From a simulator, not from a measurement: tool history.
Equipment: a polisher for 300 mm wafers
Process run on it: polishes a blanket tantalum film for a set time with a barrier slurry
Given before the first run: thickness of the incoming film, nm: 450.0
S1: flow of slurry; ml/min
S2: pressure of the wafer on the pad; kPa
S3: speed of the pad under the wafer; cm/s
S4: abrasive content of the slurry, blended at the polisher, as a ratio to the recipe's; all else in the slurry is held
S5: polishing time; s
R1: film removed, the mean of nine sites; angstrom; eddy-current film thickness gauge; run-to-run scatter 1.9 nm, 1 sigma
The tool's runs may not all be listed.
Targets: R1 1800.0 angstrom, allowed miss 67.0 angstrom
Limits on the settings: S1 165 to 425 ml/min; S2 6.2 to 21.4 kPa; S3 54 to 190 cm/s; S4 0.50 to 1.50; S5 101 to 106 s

Run 1, hour 0.0: S1 275 ml/min, S2 13.8 kPa, S3 122 cm/s, S4 1.00, S5 101 s. Result: R1 2472.0 angstrom.
Run 2, hour 3.5: S1 275 ml/min, S2 13.8 kPa, S3 136 cm/s, S4 1.00, S5 101 s. Result: R1 2705.8 angstrom.
Run 3, hour 10.1: S1 275 ml/min, S2 13.8 kPa, S3 136 cm/s, S4 1.00, S5 106 s. Result: R1 2911.8 angstrom.
Run 4, hour 14.8: S1 245 ml/min, S2 13.8 kPa, S3 136 cm/s, S4 1.00, S5 106 s. Result: R1 2837.7 angstrom.
Run 5, hour 15.7: S1 295 ml/min, S2 13.8 kPa, S3 136 cm/s, S4 1.00, S5 106 s. Result: R1 2868.0 angstrom.
Run 6, hour 23.3: S1 295 ml/min, S2 13.8 kPa, S3 136 cm/s, S4 1.00, S5 101 s. Result: R1 2729.4 angstrom.
Run 7, hour 31.4: S1 295 ml/min, S2 13.1 kPa, S3 136 cm/s, S4 1.00, S5 101 s. Result: R1 2687.5 angstrom.
Run 8, hour 39.0: S1 295 ml/min, S2 13.1 kPa, S3 136 cm/s, S4 1.00, S5 101 s. Result: R1 2681.0 angstrom.
Run 9, hour 45.2: S1 295 ml/min, S2 13.1 kPa, S3 136 cm/s, S4 1.00, S5 101 s. Result: R1 2697.7 angstrom.
Run 10, hour 53.6: S1 290 ml/min, S2 12.4 kPa, S3 134 cm/s, S4 1.00, S5 101 s. Result: R1 2489.3 angstrom.
Run 11, hour 54.2: S1 290 ml/min, S2 11.7 kPa, S3 134 cm/s, S4 1.00, S5 101 s. Result: R1 2363.6 angstrom.
Run 12, hour 56.9: S1 285 ml/min, S2 11.0 kPa, S3 134 cm/s, S4 1.00, S5 101 s. Result: R1 2298.9 angstrom.
Run 13, hour 59.9: S1 285 ml/min, S2 10.3 kPa, S3 134 cm/s, S4 1.00, S5 101 s. Result: R1 2127.7 angstrom.
Run 14, hour 67.0: S1 280 ml/min, S2 10.3 kPa, S3 134 cm/s, S4 1.00, S5 101 s. Result: R1 2119.5 angstrom.
Run 15, hour 70.2: S1 275 ml/min, S2 10.3 kPa, S3 134 cm/s, S4 1.00, S5 101 s. Result: R1 2114.2 angstrom.
Run 16, hour 75.7: S1 270 ml/min, S2 10.3 kPa, S3 134 cm/s, S4 1.00, S5 101 s. Result: R1 2135.9 angstrom.
Run 17, hour 83.3: S1 260 ml/min, S2 9.0 kPa, S3 134 cm/s, S4 1.00, S5 101 s. Result: R1 1892.1 angstrom.
Run 18, hour 90.7: S1 255 ml/min, S2 9.0 kPa, S3 134 cm/s, S4 1.00, S5 101 s. Result: R1 1930.1 angstrom.

Which single option among these 4 for the next run brings every result within its allowed miss of target? Just one does.
Run A, hour 98.1: S1 260 ml/min, S2 11.0 kPa, S3 128 cm/s, S4 0.95, S5 106 s. Result: R1 ?.
Run B, hour 98.1: S1 255 ml/min, S2 8.3 kPa, S3 134 cm/s, S4 1.10, S5 101 s. Result: R1 ?.
Run C, hour 98.1: S1 180 ml/min, S2 7.6 kPa, S3 184 cm/s, S4 0.65, S5 105 s. Result: R1 ?.
Run D, hour 98.1: S1 295 ml/min, S2 10.3 kPa, S3 120 cm/s, S4 1.10, S5 105 s. Result: R1 ?.

move      R1
   A  2226.5
   B  1823.9
   C  1995.3
   D  2064.5
A: moves away from the targets compared with the last run
B: each result inside its tolerance
C: moves away from the targets compared with the last run
D: moves away from the targets compared with the last run
Move B is the one to make.
